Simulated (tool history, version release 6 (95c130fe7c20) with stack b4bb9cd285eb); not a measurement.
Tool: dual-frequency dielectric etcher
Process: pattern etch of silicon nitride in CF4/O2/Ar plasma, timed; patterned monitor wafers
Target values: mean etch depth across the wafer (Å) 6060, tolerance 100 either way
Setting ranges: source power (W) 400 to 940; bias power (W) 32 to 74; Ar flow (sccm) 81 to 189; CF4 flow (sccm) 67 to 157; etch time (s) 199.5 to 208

| run | day | source power (W) | bias power (W) | Ar flow (sccm) | CF4 flow (sccm) | etch time (s) | mean etch depth across the wafer (Å) |
|---|---|---|---|---|---|---|---|
| 1 | 0 | 670 | 53 | 135 | 112 | 199.5 | 4710 |
| 2 | 0.333 | 720 | 53 | 135 | 112 | 199.5 | 5089.4 |
| 3 | 0.375 | 750 | 53 | 135 | 112 | 199.5 | 5328.1 |
| 4 | 0.5 | 750 | 53 | 135 | 112 | 208 | 5558.9 |
| 5 | 0.592 | 770 | 53 | 135 | 112 | 208 | 5730.2 |
|  | 0.929 | CF4 flow controller replaced |
| 6 | 0.929 | 770 | 53 | 135 | 112 | 199.5 | 5499.6 |
| 7 | 0.95 | 790 | 53 | 135 | 112 | 199.5 | 5611.7 |
| 8 | 0.983 | 800 | 53 | 135 | 112 | 199.5 | 5723.6 |
| 9 | 1.188 | 810 | 53 | 135 | 112 | 199.5 | 5796 |

Which one of the following 5 next-run settings gets every result inside its allowed miss? There is exactly one.
| A | 1.392 | 790 | 50 | 144 | 108 | 208 | ? |
| B | 1.392 | 790 | 51 | 133 | 105 | 200.5 | ? |
| C | 1.392 | 920 | 32 | 125 | 114 | 201.5 | ? |
| D | 1.392 | 780 | 56 | 121 | 107 | 207.5 | ? |
| E | 1.392 | 850 | 40 | 132 | 108 | 208 | ? |

| move | mean etch depth across the wafer (Å) |
|---|---|
| A | 5626.3 |
| B | 5541.4 |
| C | 5349.3 |
| D | 6033.1 |
| E | 5545.2 |
A: misses by more than the last run did
B: misses by more than the last run did
C: misses by more than the last run did
D: meets every target
E: misses by more than the last run did
D is the move that brings every result within its allowed miss.
